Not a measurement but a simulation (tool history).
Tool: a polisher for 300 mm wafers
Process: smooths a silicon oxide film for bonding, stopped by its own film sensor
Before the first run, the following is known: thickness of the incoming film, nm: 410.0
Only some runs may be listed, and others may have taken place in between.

run,hour,flow of slurry (ml/min),pressure of the wafer on the pad (psi),speed of the pad under the wafer (m/s),abrasive content of the slurry,target thickness at which the film sensor stops the polish (nm),time until the film sensor stopped the polish (s)
1,0,140,2.2,0.98,1,333,87.013
2,0.8,145,2.3,0.98,1,333,83.646
3,3.6,145,2.3,1.22,1,333,72.757
4,6.9,150,2.3,1.22,1,333,71.491
5,9.7,150,2.3,1.22,1.2,333,64.745
6,17.5,130,2.3,1.22,1.2,333,67.222
7,20.7,135,2.3,1.22,1.2,333,65.938
8,23,140,2.3,1.22,1.2,333,66.678
9,25.7,145,2.3,1.22,1.2,333,65.517

For run 10, what comes out?
10,30,150,2.3,1.22,1.2,333,?

{"run 10": {"time until the film sensor stopped the polish (s)": 65.511}}

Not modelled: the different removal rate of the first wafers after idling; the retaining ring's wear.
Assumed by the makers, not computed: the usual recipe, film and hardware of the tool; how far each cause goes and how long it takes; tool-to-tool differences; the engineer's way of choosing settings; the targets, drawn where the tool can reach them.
